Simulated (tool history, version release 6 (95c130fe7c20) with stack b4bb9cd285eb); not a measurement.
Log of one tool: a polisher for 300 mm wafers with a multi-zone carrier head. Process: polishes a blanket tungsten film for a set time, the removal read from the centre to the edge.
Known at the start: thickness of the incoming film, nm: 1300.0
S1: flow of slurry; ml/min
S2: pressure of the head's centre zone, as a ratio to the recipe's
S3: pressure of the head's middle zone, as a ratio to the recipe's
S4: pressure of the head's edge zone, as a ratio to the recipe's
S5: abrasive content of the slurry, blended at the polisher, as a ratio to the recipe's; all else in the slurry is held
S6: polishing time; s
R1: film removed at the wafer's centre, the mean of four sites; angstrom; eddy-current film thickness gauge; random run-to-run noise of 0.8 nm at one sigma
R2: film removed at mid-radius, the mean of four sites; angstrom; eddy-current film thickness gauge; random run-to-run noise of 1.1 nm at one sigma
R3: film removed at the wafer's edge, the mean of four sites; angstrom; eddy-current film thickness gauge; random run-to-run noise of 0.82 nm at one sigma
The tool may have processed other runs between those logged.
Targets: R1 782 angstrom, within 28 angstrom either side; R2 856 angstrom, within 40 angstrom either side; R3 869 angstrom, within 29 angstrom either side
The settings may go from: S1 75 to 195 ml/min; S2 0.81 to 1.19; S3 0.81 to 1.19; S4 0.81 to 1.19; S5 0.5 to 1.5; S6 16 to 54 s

run,day,S1,S2,S3,S4,S5,S6,R1,R2,R3
1,0,125,1,1,1,1,35,1189.9,1129.8,1123.6
2,0.104,120,0.98,0.99,0.99,0.95,35,1128.8,1104.7,1086.2
3,0.221,120,0.98,0.99,0.99,1.1,35,1165.3,1131.9,1114
4,0.496,115,0.96,0.98,0.98,1.05,35,1104.7,1089.9,1082.3
5,0.612,90,0.96,0.98,0.98,1.05,35,1026.1,1027.8,1040
6,0.867,90,0.95,0.97,0.97,1,35,1001.7,1008.9,1024
7,1.242,90,0.94,0.96,0.96,0.95,35,999.05,973.9,1022.2
8,1.421,90,0.93,0.97,0.95,0.9,35,978.86,992.72,1015.1
9,1.754,90,0.93,0.97,0.95,0.9,35,987.07,998.22,1012.5
10,1.933,90,0.92,0.97,0.95,0.9,35,967.59,979.54,996.45
11,2.271,90,0.91,0.97,0.95,0.9,35,972.52,982.2,1002.8
12,2.496,90,0.9,0.97,0.95,0.9,35,951.61,979.48,1016.2
13,2.725,90,0.89,0.97,0.94,0.85,35,922.51,987.27,985.03
14,2.833,90,0.88,0.96,0.93,0.85,35,931.68,977.47,1001.2
15,2.879,90,0.88,0.96,0.93,0.8,35,899.79,985.79,982.27
16,2.908,90,0.88,0.95,0.93,0.8,35,906.69,958.21,992.47

Exactly one of the 5 candidate moves below puts every result within its allowed miss. Which one?
A,2.938,75,0.82,0.91,0.97,0.75,32,?,?,?
B,2.938,100,0.87,0.99,1.03,0.65,30,?,?,?
C,2.938,90,0.91,1.19,0.88,0.85,29,?,?,?
D,2.938,105,1,1.04,0.85,0.8,32,?,?,?
E,2.938,75,1.12,0.81,0.9,1,37,?,?,?

move,R1,R2,R3
A,719.39,805.38,889.44
B,777.08,872.58,894.9
C,780.56,990.01,811.61
D,975.74,1008.6,902.71
E,1136,878.61,1033.9
A: carries the result that was furthest off beyond its target, to the other side
B: in spec on every target
C: brings the last run's worst result on target, with another outside its allowed miss
D: further off than the last run
E: further off than the last run
Correct choice: B, which meets every target
